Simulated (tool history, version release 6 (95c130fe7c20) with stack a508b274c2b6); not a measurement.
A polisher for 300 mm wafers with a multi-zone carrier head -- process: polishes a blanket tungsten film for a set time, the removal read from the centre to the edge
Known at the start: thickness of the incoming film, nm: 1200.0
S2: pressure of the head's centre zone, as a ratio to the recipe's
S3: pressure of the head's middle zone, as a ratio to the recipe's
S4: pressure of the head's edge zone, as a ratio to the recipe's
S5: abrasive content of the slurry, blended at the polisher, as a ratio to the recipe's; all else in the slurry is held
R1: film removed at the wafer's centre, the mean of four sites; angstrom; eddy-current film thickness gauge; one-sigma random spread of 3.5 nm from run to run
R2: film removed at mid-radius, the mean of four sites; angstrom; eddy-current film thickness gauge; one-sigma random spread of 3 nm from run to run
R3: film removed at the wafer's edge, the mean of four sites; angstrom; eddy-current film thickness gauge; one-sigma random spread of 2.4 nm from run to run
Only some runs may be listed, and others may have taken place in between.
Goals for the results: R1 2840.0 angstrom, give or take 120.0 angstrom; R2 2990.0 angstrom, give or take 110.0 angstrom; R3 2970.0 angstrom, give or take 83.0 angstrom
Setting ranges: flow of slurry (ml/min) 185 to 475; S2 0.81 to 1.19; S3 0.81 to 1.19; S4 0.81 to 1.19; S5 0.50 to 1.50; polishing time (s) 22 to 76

run 1 hour=0.0 | flow_of_slurry_(ml/min)=305 S2=1.00 S3=1.00 S4=1.00 S5=1.00 polishing_time_(s)=49 | R1=2189.8 R2=2274.6 R3=2173.1
run 2 hour=5.0 | flow_of_slurry_(ml/min)=305 S2=1.00 S3=1.01 S4=1.03 S5=1.10 polishing_time_(s)=50 | R1=2356.4 R2=2381.0 R3=2304.9
run 3 hour=13.9 | flow_of_slurry_(ml/min)=305 S2=0.98 S3=1.02 S4=1.06 S5=1.20 polishing_time_(s)=51 | R1=2348.2 R2=2530.1 R3=2442.8
run 4 hour=16.1 | flow_of_slurry_(ml/min)=305 S2=0.98 S3=0.96 S4=1.06 S5=1.20 polishing_time_(s)=51 | R1=2368.0 R2=2415.8 R3=2431.2
run 5 hour=17.1 | flow_of_slurry_(ml/min)=310 S2=0.98 S3=0.98 S4=1.08 S5=1.25 polishing_time_(s)=52 | R1=2486.4 R2=2527.6 R3=2515.9
run 6 hour=20.8 | flow_of_slurry_(ml/min)=310 S2=0.98 S3=1.01 S4=1.08 S5=1.25 polishing_time_(s)=52 | R1=2439.0 R2=2601.2 R3=2529.5
run 7 hour=24.7 | flow_of_slurry_(ml/min)=310 S2=0.98 S3=1.01 S4=1.10 S5=1.30 polishing_time_(s)=53 | R1=2472.8 R2=2707.8 R3=2635.8
run 8 hour=26.1 | flow_of_slurry_(ml/min)=335 S2=1.08 S3=1.01 S4=1.19 S5=1.50 polishing_time_(s)=55 | R1=2959.3 R2=2874.4 R3=2976.4
run 9 hour=27.6 | flow_of_slurry_(ml/min)=335 S2=1.07 S3=1.02 S4=1.19 S5=1.50 polishing_time_(s)=55 | R1=2911.8 R2=2887.3 R3=2963.7

Exercise: of the 4 proposed moves below, exactly one satisfies all targets within the stated allowed misses. Which move is it?
run A hour=29.1 | flow_of_slurry_(ml/min)=290 S2=1.03 S3=0.91 S4=1.19 S5=1.25 polishing_time_(s)=58 | R1=? R2=? R3=?
run B hour=29.1 | flow_of_slurry_(ml/min)=350 S2=1.06 S3=0.96 S4=1.19 S5=1.50 polishing_time_(s)=54 | R1=? R2=? R3=?
run C hour=29.1 | flow_of_slurry_(ml/min)=340 S2=1.01 S3=1.06 S4=1.17 S5=1.10 polishing_time_(s)=60 | R1=? R2=? R3=?
run D hour=29.1 | flow_of_slurry_(ml/min)=315 S2=1.11 S3=1.07 S4=1.10 S5=1.50 polishing_time_(s)=57 | R1=? R2=? R3=?

move=A R1=2861.4 R2=2684.9 R3=2962.0
move=B R1=2932.0 R2=2787.2 R3=2932.5
move=C R1=2864.2 R2=3086.4 R3=2968.6
move=D R1=3199.5 R2=3178.9 R3=2945.5
A: moves away from the targets compared with the last run
B: moves away from the targets compared with the last run
C: all results land within tolerance of their targets
D: takes the biggest miss from the last run beyond its target
The right move is C.

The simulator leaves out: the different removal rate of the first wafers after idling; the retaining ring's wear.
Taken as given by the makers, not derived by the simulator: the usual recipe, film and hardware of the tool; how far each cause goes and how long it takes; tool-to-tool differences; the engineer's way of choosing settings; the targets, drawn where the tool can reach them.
